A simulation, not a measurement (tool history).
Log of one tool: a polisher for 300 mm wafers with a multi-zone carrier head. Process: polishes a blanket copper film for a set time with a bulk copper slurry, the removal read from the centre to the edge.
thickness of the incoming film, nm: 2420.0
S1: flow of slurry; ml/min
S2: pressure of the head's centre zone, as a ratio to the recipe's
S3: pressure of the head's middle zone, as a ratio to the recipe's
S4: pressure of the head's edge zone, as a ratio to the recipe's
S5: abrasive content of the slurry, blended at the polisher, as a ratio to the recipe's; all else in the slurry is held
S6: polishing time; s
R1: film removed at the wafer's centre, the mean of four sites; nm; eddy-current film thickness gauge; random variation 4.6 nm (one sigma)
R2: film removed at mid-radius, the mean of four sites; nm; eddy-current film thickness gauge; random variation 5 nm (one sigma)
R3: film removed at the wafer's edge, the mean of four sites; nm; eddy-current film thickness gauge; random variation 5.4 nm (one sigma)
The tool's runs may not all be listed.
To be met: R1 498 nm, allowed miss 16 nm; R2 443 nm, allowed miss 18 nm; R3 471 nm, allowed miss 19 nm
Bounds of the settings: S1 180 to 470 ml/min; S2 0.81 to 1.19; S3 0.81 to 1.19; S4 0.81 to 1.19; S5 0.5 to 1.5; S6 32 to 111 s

run,day,S1,S2,S3,S4,S5,S6,R1,R2,R3
1,0,300,1,1,1,1,71,587.22,596.41,573.24
2,0.346,300,1,1,1,1,63,522.48,509.57,505.29
3,0.55,295,1,0.97,0.98,0.95,63,517.22,495.01,504.75
4,0.925,295,1.06,0.97,0.98,0.95,63,536.76,508.87,502.81
5,1.083,295,1.05,0.94,0.96,0.9,63,530.52,480.32,481.45
6,1.246,295,1.05,0.94,0.93,0.9,63,530.8,484.99,493.38
7,1.412,290,1.04,0.93,0.93,0.85,63,517.73,481.47,480.49
8,1.662,285,1.03,0.91,0.93,0.85,63,510.41,470.52,478.97

Which of these 5 next moves meets every target?
A,1.912,365,1.19,1.08,0.97,0.8,56,?,?,?
B,1.912,215,1.15,1.05,0.86,0.55,66,?,?,?
C,1.912,330,1.02,0.88,0.96,0.55,67,?,?,?
D,1.912,325,1.07,0.86,0.91,0.85,63,?,?,?
E,1.912,280,1.19,0.95,0.87,0.55,63,?,?,?

move,R1,R2,R3
A,541.67,486.82,435.08
B,535.43,489.52,429.91
C,508.07,450.38,477.59
D,547.62,453.94,478.86
E,548.28,443.69,423.41
A: further off than the last run
B: further off than the last run
C: meets every target
D: brings the result that was furthest off to its target, and leaves another outside
E: brings the result that was furthest off to its target, and leaves another outside
The right move is C.
